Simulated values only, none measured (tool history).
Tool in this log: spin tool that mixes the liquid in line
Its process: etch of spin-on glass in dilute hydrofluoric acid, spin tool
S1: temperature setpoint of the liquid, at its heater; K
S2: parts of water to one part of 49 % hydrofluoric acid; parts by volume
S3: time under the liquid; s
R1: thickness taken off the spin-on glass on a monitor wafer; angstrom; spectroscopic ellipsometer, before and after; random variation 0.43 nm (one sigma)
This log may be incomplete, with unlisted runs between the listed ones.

run  hour      S1   S2   S3       R1
  1   0.0  296.15  190  195   436.33
  2   4.8  296.15  160  195   537.70
  3  10.0  298.15  145  195   653.85
  4  15.3  299.65  135  195   748.33
  5  16.0  299.65  110  195   947.23
  6  18.5  300.65  110  195   986.70
  7  23.8  301.15  110  195  1008.20
  8  27.3  301.65  110  195  1028.70

Estimate the outcome of run 9 from the log above:
  9  29.3  302.15  110  195   ?

{"run 9": {"R1": 1042.5}}
